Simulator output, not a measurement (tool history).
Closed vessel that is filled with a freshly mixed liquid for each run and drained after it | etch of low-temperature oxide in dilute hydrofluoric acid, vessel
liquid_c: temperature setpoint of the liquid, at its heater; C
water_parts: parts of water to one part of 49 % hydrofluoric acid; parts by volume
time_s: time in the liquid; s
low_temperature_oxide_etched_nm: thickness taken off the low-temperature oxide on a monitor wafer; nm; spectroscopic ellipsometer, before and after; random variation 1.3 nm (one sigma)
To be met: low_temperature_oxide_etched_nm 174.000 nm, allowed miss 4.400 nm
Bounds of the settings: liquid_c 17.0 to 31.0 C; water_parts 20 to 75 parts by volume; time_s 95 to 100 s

run  hour  liquid_c  water_parts  time_s  low_temperature_oxide_etched_nm
  1   0.0      23.0           45      95                           82.051
  2   7.7      23.0           45      95                           82.066
  3  10.8      24.5           45      95                           86.502
  4  16.1      24.5           45      95                           86.274
  5  19.0      26.0           45      95                           92.548
  6  22.3      26.0           60      95                           67.361
  7  30.5      27.0           50      95                           86.930
  8  33.5      31.0           35      95                          148.930

Which of these 4 next moves meets every target?
  A  36.5      28.0           35     100                                ?
  B  36.5      31.0           30      95                                ?
  C  36.5      31.0           30     100                                ?
  D  36.5      29.0           40     100                                ?

move  low_temperature_oxide_etched_nm
   A                          136.720
   B                          172.230
   C                          181.290
   D                          123.600
A: further off than the last run
B: meets every target
C: takes the result that was furthest off past its target
D: further off than the last run
Move B is the one to make.
